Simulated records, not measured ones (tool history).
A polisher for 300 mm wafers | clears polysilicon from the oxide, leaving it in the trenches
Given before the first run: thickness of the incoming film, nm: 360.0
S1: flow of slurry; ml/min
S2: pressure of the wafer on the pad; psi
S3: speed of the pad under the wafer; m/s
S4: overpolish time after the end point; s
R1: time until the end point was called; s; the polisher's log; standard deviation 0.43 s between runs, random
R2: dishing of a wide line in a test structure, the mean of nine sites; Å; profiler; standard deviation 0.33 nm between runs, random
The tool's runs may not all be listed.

| run | hour | S1 | S2 | S3 | S4 | R1 | R2 |
|---|---|---|---|---|---|---|---|
| 1 | 0 | 230 | 3 | 1.18 | 10 | 16.069 | 442.48 |
| 2 | 4.4 | 230 | 3.7 | 1.18 | 10 | 13.766 | 425.1 |
| 3 | 12.2 | 230 | 4 | 1.18 | 10 | 12.471 | 431.77 |
| 4 | 14 | 230 | 4 | 1.06 | 10 | 13.531 | 432.8 |
| 5 | 21.4 | 220 | 3.7 | 1.04 | 9 | 15.602 | 427.6 |
| 6 | 27.2 | 210 | 3.6 | 0.98 | 8 | 16.848 | 433.45 |
| 7 | 35.8 | 210 | 3.5 | 0.92 | 7 | 18.326 | 418.41 |
| 8 | 41.5 | 225 | 3.4 | 0.88 | 7 | 19.595 | 412.88 |
| 9 | 45.5 | 240 | 3.3 | 0.84 | 7 | 21.012 | 408.46 |

Forecast run 10:
| 10 | 53.7 | 255 | 3.2 | 0.8 | 7 | ? | ? |

Run 10 yielded R1 21.999 s, R2 411.75 Å.
